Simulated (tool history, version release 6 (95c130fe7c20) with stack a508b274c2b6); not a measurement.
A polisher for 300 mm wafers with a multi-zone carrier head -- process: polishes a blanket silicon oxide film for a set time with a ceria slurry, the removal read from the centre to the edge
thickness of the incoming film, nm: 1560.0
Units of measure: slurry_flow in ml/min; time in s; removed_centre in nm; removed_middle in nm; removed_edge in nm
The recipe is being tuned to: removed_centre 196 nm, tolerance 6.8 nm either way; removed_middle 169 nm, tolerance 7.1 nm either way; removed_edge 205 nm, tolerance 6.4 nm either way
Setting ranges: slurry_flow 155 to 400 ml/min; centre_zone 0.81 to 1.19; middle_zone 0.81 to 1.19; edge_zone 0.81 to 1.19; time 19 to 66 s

Run 1, hour 0: slurry_flow 255 ml/min, centre_zone 1, middle_zone 1, edge_zone 1, time 42 s. Result: removed_centre 177.61 nm, removed_middle 177.62 nm, removed_edge 169.3 nm.
Run 2, hour 4.8: slurry_flow 260 ml/min, centre_zone 1, middle_zone 0.97, edge_zone 1.04, time 43 s. Result: removed_centre 183.4 nm, removed_middle 175.88 nm, removed_edge 177.62 nm.
Run 3, hour 8: slurry_flow 260 ml/min, centre_zone 1, middle_zone 0.97, edge_zone 0.96, time 43 s. Result: removed_centre 181.01 nm, removed_middle 176.04 nm, removed_edge 173.11 nm.
Run 4, hour 9.1: slurry_flow 260 ml/min, centre_zone 0.94, middle_zone 0.97, edge_zone 0.96, time 43 s. Result: removed_centre 168.18 nm, removed_middle 174.5 nm, removed_edge 174.68 nm.
Run 5, hour 18: slurry_flow 265 ml/min, centre_zone 0.95, middle_zone 0.94, edge_zone 0.99, time 44 s. Result: removed_centre 173.33 nm, removed_middle 176.59 nm, removed_edge 177.72 nm.
Run 6, hour 25: slurry_flow 240 ml/min, centre_zone 0.96, middle_zone 0.91, edge_zone 1.03, time 45 s. Result: removed_centre 177.34 nm, removed_middle 174 nm, removed_edge 186.65 nm.
Run 7, hour 27.3: slurry_flow 240 ml/min, centre_zone 0.97, middle_zone 0.89, edge_zone 1.05, time 45 s. Result: removed_centre 180.27 nm, removed_middle 171.41 nm, removed_edge 185.35 nm.
Run 8, hour 35.5: slurry_flow 235 ml/min, centre_zone 0.97, middle_zone 0.87, edge_zone 1.08, time 46 s. Result: removed_centre 184.28 nm, removed_middle 168.29 nm, removed_edge 193.2 nm.
Run 9, hour 41.5: slurry_flow 240 ml/min, centre_zone 0.97, middle_zone 0.87, edge_zone 1.1, time 46 s. Result: removed_centre 186.81 nm, removed_middle 167.97 nm, removed_edge 196.17 nm.
Run 10, hour 45.9: slurry_flow 245 ml/min, centre_zone 0.97, middle_zone 0.87, edge_zone 1.11, time 46 s. Result: removed_centre 186.54 nm, removed_middle 172.3 nm, removed_edge 197.47 nm.
Run 11, hour 51.5: slurry_flow 245 ml/min, centre_zone 0.98, middle_zone 0.86, edge_zone 1.12, time 46 s. Result: removed_centre 190.69 nm, removed_middle 169.22 nm, removed_edge 199.56 nm.

Which one of the following 5 next-run settings gets every result inside its allowed miss? There is exactly one.
Run A, hour 57.1: slurry_flow 235 ml/min, centre_zone 0.99, middle_zone 0.86, edge_zone 1, time 50 s. Result: removed_centre ?, removed_middle ?, removed_edge ?.
Run B, hour 57.1: slurry_flow 310 ml/min, centre_zone 0.99, middle_zone 0.82, edge_zone 1.12, time 47 s. Result: removed_centre ?, removed_middle ?, removed_edge ?.
Run C, hour 57.1: slurry_flow 360 ml/min, centre_zone 0.92, middle_zone 0.9, edge_zone 1.12, time 46 s. Result: removed_centre ?, removed_middle ?, removed_edge ?.
Run D, hour 57.1: slurry_flow 245 ml/min, centre_zone 1.05, middle_zone 0.86, edge_zone 1.05, time 46 s. Result: removed_centre ?, removed_middle ?, removed_edge ?.
Run E, hour 57.1: slurry_flow 325 ml/min, centre_zone 0.96, middle_zone 0.94, edge_zone 1.12, time 45 s. Result: removed_centre ?, removed_middle ?, removed_edge ?.

move  removed_centre  removed_middle  removed_edge
   A          203.31          184.32        202.67
   B           197.1          171.35        205.32
   C          181.76          183.41        202.67
   D           199.5           170.3        191.36
   E          183.94          184.45        196.89
A: gets the furthest-off result to its target, but another result is out of tolerance
B: in spec on every target
C: gets the furthest-off result to its target, but another result is out of tolerance
D: moves away from the targets compared with the last run
E: moves away from the targets compared with the last run
The move that meets every target is B.

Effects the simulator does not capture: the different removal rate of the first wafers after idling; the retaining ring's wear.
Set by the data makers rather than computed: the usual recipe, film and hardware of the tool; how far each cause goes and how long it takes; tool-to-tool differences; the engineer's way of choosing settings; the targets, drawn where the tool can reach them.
